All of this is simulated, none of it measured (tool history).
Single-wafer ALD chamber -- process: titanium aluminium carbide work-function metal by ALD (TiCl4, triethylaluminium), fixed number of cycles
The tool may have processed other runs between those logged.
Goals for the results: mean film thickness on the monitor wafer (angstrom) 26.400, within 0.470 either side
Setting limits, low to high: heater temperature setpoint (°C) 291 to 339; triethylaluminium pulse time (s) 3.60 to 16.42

run,hour,heater temperature setpoint (°C),triethylaluminium pulse time (s),mean film thickness on the monitor wafer (angstrom)
1,0.0,315,10.01,23.438
2,2.4,321,10.01,24.056
3,9.5,325,10.58,24.805
4,17.2,328,10.80,25.246
5,21.8,332,10.80,25.631
# hour 26.0: triethylaluminium bottle replaced
6,26.0,322,10.80,25.350
7,27.2,323,10.98,25.428
8,31.7,324,11.11,25.671
9,34.1,325,11.20,25.814

Exactly one of the 4 candidate moves below puts every result within its allowed miss. Which one?
A,36.5,324,10.36,?
B,36.5,330,8.55,?
C,36.5,329,11.23,?
D,36.5,323,10.17,?

move,mean film thickness on the monitor wafer (angstrom)
A,25.198
B,24.953
C,25.958
D,25.030
A: further off than the last run
B: further off than the last run
C: hits every target within its allowed miss
D: further off than the last run
Correct choice: C, which meets every target
